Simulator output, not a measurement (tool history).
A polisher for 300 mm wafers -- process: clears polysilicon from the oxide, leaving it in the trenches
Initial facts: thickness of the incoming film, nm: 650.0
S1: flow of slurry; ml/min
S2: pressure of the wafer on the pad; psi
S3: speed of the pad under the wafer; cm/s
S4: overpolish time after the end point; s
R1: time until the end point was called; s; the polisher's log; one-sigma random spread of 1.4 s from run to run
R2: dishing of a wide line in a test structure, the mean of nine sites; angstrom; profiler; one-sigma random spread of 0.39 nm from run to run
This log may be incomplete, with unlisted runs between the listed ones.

run  hour   S1   S2   S3  S4      R1      R2
  1     0  205  2.3  114  18   41.95  388.61
  2   1.3  205  2.3  134  18  38.426   386.4
  3   7.4  200  1.9  130  17  46.867  396.81
  4  10.9  205  1.9  108  18  52.384  399.37
  5  14.1  180  1.9   92  14  57.205  384.12
  6  16.4  215  1.9   92  14  57.117  391.97
  7  19.2  205  1.8   88  12  62.539  383.68

For run 8, what comes out?
  8  25.6  205  1.7  86  12   ?   ?

Run 8 yielded R1 66.631 s, R2 381.87 angstrom.
